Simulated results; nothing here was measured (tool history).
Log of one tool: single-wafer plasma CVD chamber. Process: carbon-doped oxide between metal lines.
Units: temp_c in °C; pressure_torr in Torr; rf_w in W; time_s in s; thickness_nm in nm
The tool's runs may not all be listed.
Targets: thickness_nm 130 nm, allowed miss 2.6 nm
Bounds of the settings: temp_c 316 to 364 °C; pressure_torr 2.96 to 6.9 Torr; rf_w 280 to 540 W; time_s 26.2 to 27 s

| run | hour | temp_c | pressure_torr | rf_w | time_s | thickness_nm |
|---|---|---|---|---|---|---|
| 1 | 0 | 340 | 4.93 | 410 | 26.2 | 111.24 |
| 2 | 8.6 | 340 | 4.54 | 410 | 26.2 | 111.63 |
| 3 | 11.5 | 340 | 4.54 | 410 | 26.2 | 111.18 |
| 4 | 14.2 | 340 | 4.54 | 355 | 26.2 | 102.92 |
| 5 | 14.9 | 340 | 4.54 | 355 | 27 | 106.15 |
| 6 | 16 | 340 | 3.76 | 355 | 27 | 104.05 |
| 7 | 18.3 | 338 | 3.97 | 370 | 27 | 106.9 |
| 8 | 27 | 337 | 4.2 | 385 | 27 | 110.73 |
| 9 | 33.8 | 336 | 4.38 | 400 | 27 | 114.06 |
| 10 | 40.9 | 335 | 4.54 | 410 | 27 | 115.07 |
| 11 | 41.7 | 335 | 4.59 | 425 | 27 | 118.06 |
| 12 | 42.4 | 335 | 4.65 | 435 | 27 | 120.37 |
| 13 | 50.2 | 335 | 4.71 | 440 | 27 | 120.18 |
| 14 | 51.7 | 335 | 4.75 | 450 | 27 | 122.52 |
| 15 | 60.5 | 335 | 4.79 | 455 | 27 | 121.46 |
| 16 | 64.4 | 334 | 4.85 | 465 | 27 | 124.97 |
| 17 | 72.3 | 334 | 4.88 | 470 | 27 | 126.74 |
| 18 | 80.2 | 334 | 4.91 | 470 | 27 | 125.53 |
| 19 | 82 | 334 | 4.93 | 475 | 27 | 126.71 |
| 20 | 87.1 | 334 | 4.93 | 475 | 27 | 126.4 |
| 21 | 91.4 | 334 | 4.95 | 480 | 27 | 126.81 |
| 22 | 94.4 | 334 | 4.98 | 480 | 27 | 126.15 |

Which of these 4 next moves meets every target?
| A | 97.4 | 334 | 5.03 | 535 | 26.3 | ? |
| B | 97.4 | 336 | 5.13 | 445 | 27 | ? |
| C | 97.4 | 335 | 4.84 | 450 | 26.9 | ? |
| D | 97.4 | 327 | 5.57 | 435 | 26.4 | ? |

| move | thickness_nm |
|---|---|
| A | 130.35 |
| B | 122.34 |
| C | 121.97 |
| D | 123.24 |
A: meets every target
B: further off than the last run
C: further off than the last run
D: further off than the last run
The right move is A.
